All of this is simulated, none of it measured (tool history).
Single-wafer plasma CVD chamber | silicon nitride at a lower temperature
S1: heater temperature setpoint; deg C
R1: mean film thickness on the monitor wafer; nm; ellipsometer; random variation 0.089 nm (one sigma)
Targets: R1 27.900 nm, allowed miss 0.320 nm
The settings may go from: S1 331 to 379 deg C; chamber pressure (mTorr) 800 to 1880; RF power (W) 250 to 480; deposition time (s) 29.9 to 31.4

run 1 hour=0.0 | S1=355 chamber_pressure_(mTorr)=1340 RF_power_(W)=365 deposition_time_(s)=31.4 | R1=41.262
run 2 hour=1.8 | S1=359 chamber_pressure_(mTorr)=1340 RF_power_(W)=365 deposition_time_(s)=31.4 | R1=41.182
run 3 hour=6.6 | S1=359 chamber_pressure_(mTorr)=1240 RF_power_(W)=365 deposition_time_(s)=31.4 | R1=39.796
run 4 hour=9.3 | S1=359 chamber_pressure_(mTorr)=1240 RF_power_(W)=340 deposition_time_(s)=31.4 | R1=37.387
run 5 hour=12.2 | S1=359 chamber_pressure_(mTorr)=1240 RF_power_(W)=340 deposition_time_(s)=29.9 | R1=35.566
run 6 hour=19.9 | S1=360 chamber_pressure_(mTorr)=1130 RF_power_(W)=330 deposition_time_(s)=29.9 | R1=33.197
run 7 hour=22.1 | S1=360 chamber_pressure_(mTorr)=1050 RF_power_(W)=325 deposition_time_(s)=29.9 | R1=31.567
run 8 hour=29.1 | S1=360 chamber_pressure_(mTorr)=990 RF_power_(W)=325 deposition_time_(s)=29.9 | R1=30.677
run 9 hour=35.4 | S1=360 chamber_pressure_(mTorr)=940 RF_power_(W)=325 deposition_time_(s)=29.9 | R1=29.482
run 10 hour=36.2 | S1=360 chamber_pressure_(mTorr)=940 RF_power_(W)=325 deposition_time_(s)=29.9 | R1=29.425
run 11 hour=36.9 | S1=360 chamber_pressure_(mTorr)=920 RF_power_(W)=325 deposition_time_(s)=29.9 | R1=29.052
run 12 hour=40.3 | S1=360 chamber_pressure_(mTorr)=900 RF_power_(W)=325 deposition_time_(s)=29.9 | R1=28.445
run 13 hour=41.3 | S1=360 chamber_pressure_(mTorr)=890 RF_power_(W)=325 deposition_time_(s)=29.9 | R1=28.349

5 next moves are on the table. One of them brings every result within its allowed miss. Which?
run A hour=42.3 | S1=351 chamber_pressure_(mTorr)=930 RF_power_(W)=315 deposition_time_(s)=29.9 | R1=?
run B hour=42.3 | S1=364 chamber_pressure_(mTorr)=840 RF_power_(W)=350 deposition_time_(s)=29.9 | R1=?
run C hour=42.3 | S1=355 chamber_pressure_(mTorr)=850 RF_power_(W)=340 deposition_time_(s)=30.5 | R1=?
run D hour=42.3 | S1=367 chamber_pressure_(mTorr)=920 RF_power_(W)=310 deposition_time_(s)=31.1 | R1=?
run E hour=42.3 | S1=368 chamber_pressure_(mTorr)=860 RF_power_(W)=315 deposition_time_(s)=31.2 | R1=?

move=A R1=28.569
move=B R1=28.676
move=C R1=28.957
move=D R1=28.845
move=E R1=27.820
A: further off than the last run
B: further off than the last run
C: further off than the last run
D: further off than the last run
E: meets every target
The right move is E.
